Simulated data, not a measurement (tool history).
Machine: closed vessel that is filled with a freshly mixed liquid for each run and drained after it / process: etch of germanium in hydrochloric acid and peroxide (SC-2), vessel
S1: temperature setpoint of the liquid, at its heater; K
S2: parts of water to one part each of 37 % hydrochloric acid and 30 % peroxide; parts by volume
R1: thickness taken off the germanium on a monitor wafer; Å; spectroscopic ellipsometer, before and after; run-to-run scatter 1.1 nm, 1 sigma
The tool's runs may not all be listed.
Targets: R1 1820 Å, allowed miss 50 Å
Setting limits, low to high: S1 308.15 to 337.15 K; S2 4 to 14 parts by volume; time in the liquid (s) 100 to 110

{"run": 1, "day": 0.0, "S1": 321.15, "S2": 7.5, "time in the liquid (s)": 100, "R1": 2127.7}
{"run": 2, "day": 0.058, "S1": 321.15, "S2": 7.5, "time in the liquid (s)": 110, "R1": 2355.6}
{"run": 3, "day": 0.192, "S1": 319.65, "S2": 7.5, "time in the liquid (s)": 110, "R1": 2251.9}
{"run": 4, "day": 0.421, "S1": 318.65, "S2": 7.5, "time in the liquid (s)": 110, "R1": 2132}
{"run": 5, "day": 0.775, "S1": 322.65, "S2": 7.5, "time in the liquid (s)": 110, "R1": 2482.9}
{"run": 6, "day": 1.129, "S1": 320.65, "S2": 7.5, "time in the liquid (s)": 110, "R1": 2304.1}
{"run": 7, "day": 1.458, "S1": 319.15, "S2": 7.5, "time in the liquid (s)": 110, "R1": 2186.5}
{"run": 8, "day": 1.721, "S1": 318.15, "S2": 7.5, "time in the liquid (s)": 110, "R1": 2115.6}
{"run": 9, "day": 1.75, "S1": 312.65, "S2": 7.5, "time in the liquid (s)": 110, "R1": 1752.6}

Exercise: of the 4 proposed moves below, exactly one satisfies all targets within the stated allowed misses. Which move is it?
{"run": "A", "day": 1.779, "S1": 311.15, "S2": 4, "time in the liquid (s)": 110, "R1": "?"}
{"run": "B", "day": 1.779, "S1": 313.65, "S2": 8, "time in the liquid (s)": 105, "R1": "?"}
{"run": "C", "day": 1.779, "S1": 313.15, "S2": 7, "time in the liquid (s)": 110, "R1": "?"}
{"run": "D", "day": 1.779, "S1": 312.65, "S2": 9, "time in the liquid (s)": 105, "R1": "?"}

move=A R1=1707.2
move=B R1=1744.2
move=C R1=1808.6
move=D R1=1673.7
A: moves away from the targets compared with the last run
B: moves away from the targets compared with the last run
C: every result lands within tolerance
D: moves away from the targets compared with the last run
So the answer is move C, the one that meets all the targets.

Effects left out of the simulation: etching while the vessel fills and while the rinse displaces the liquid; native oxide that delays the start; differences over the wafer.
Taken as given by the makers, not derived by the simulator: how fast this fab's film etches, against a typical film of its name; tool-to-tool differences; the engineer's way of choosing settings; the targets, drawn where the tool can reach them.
